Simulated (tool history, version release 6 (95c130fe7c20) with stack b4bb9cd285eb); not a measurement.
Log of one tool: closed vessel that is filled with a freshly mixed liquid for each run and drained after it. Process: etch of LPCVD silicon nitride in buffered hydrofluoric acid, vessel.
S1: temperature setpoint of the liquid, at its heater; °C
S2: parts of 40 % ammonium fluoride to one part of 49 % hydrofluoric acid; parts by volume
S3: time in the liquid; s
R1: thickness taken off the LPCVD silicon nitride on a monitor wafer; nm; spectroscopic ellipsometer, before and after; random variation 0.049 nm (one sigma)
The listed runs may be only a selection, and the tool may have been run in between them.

{"run": 1, "hour": 0.0, "S1": 20, "S2": 8.5, "S3": 745, "R1": 10.891}
{"run": 2, "hour": 6.1, "S1": 22.5, "S2": 8.5, "S3": 745, "R1": 12.636}
{"run": 3, "hour": 13.5, "S1": 22.5, "S2": 10, "S3": 745, "R1": 11.019}
{"run": 4, "hour": 19.9, "S1": 24, "S2": 10, "S3": 745, "R1": 12.053}
{"run": 5, "hour": 25.2, "S1": 24, "S2": 10, "S3": 745, "R1": 12.138}
{"run": 6, "hour": 31.7, "S1": 24, "S2": 10, "S3": 540, "R1": 8.7097}

Estimate the outcome of run 7 from the log above:
{"run": 7, "hour": 37.5, "S1": 25, "S2": 9, "S3": 540, "R1": "?"}

{"run 7": {"R1": 9.8947}}
